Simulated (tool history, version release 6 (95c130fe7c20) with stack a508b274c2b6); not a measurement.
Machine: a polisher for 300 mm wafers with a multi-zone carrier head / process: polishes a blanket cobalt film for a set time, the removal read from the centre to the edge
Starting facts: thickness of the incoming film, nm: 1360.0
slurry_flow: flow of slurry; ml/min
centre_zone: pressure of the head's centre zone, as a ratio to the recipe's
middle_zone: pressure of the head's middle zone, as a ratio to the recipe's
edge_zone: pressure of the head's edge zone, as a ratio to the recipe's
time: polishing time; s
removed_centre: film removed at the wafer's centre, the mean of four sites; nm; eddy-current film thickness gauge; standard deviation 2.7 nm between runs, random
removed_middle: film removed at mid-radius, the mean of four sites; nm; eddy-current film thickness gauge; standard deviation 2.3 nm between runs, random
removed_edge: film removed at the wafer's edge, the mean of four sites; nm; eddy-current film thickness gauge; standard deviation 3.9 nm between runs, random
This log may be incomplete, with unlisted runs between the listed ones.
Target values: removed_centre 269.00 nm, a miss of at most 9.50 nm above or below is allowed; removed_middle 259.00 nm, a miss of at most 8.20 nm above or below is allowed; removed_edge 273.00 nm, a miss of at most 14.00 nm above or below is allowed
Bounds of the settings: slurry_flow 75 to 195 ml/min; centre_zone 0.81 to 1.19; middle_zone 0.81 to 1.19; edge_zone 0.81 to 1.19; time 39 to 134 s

run,hour,slurry_flow,centre_zone,middle_zone,edge_zone,time,removed_centre,removed_middle,removed_edge
1,0.0,125,1.00,1.00,1.00,86,358.47,342.87,355.51
2,1.5,125,1.00,1.00,1.00,74,304.02,301.40,317.33
3,8.1,125,1.00,1.00,1.00,94,390.83,381.48,392.87
4,13.2,125,1.00,1.00,1.05,94,388.70,382.16,407.80
5,14.8,125,1.00,1.00,1.09,94,389.85,379.64,419.66
6,16.1,140,1.00,1.00,1.09,94,397.94,391.24,417.16
7,22.4,140,1.00,1.00,1.09,94,387.14,394.69,415.66
# hour 26.2: worn pad replaced by a new one
8,26.2,140,0.99,0.98,1.06,89,392.61,381.45,406.06
9,27.3,130,1.02,1.00,1.05,88,387.47,380.19,385.32
10,34.4,125,1.01,1.00,1.01,86,384.05,367.19,378.98
11,40.6,120,0.99,0.99,0.98,83,353.56,348.98,365.53
12,45.1,115,1.01,1.01,1.00,80,346.48,346.67,350.10

Which single option among these 4 for the next run brings every result within its allowed miss of target? Just one does.
A,49.6,135,1.08,0.85,0.94,64,?,?,?
B,49.6,75,0.92,1.19,0.91,64,?,?,?
C,49.6,95,1.02,0.99,0.98,65,?,?,?
D,49.6,110,0.91,0.81,0.96,64,?,?,?

move,removed_centre,removed_middle,removed_edge
A,301.47,243.43,278.54
B,229.09,287.42,252.54
C,269.91,262.55,274.07
D,248.71,225.57,273.74
A: takes the result that was furthest off past its target
B: nearer the targets than the last run, but a result is still out of spec
C: every result lands within tolerance
D: takes the result that was furthest off past its target
Correct choice: C, which meets every target
